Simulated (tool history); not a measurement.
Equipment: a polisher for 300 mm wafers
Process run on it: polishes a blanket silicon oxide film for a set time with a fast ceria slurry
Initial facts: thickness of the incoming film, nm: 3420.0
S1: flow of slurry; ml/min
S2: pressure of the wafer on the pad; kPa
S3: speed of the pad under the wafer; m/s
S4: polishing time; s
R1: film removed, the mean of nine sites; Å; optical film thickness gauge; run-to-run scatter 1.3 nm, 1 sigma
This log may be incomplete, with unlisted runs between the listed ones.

run	hour	S1	S2	S3	S4	R1
1	0	130	11	1.12	19	1635.4
2	1.7	130	13.8	1.12	19	2006
3	7.1	130	13.8	1.02	19	1793.3
4	7.9	130	15.2	1.02	19	1971.7
5	10.8	130	17.2	1.02	19	2204.8
6	12.8	130	17.2	1.16	19	2525.9

Estimate the outcome of run 7 from the log above:
7	14.5	130	15.9	1.14	19	?

R1: 2296.4 Å
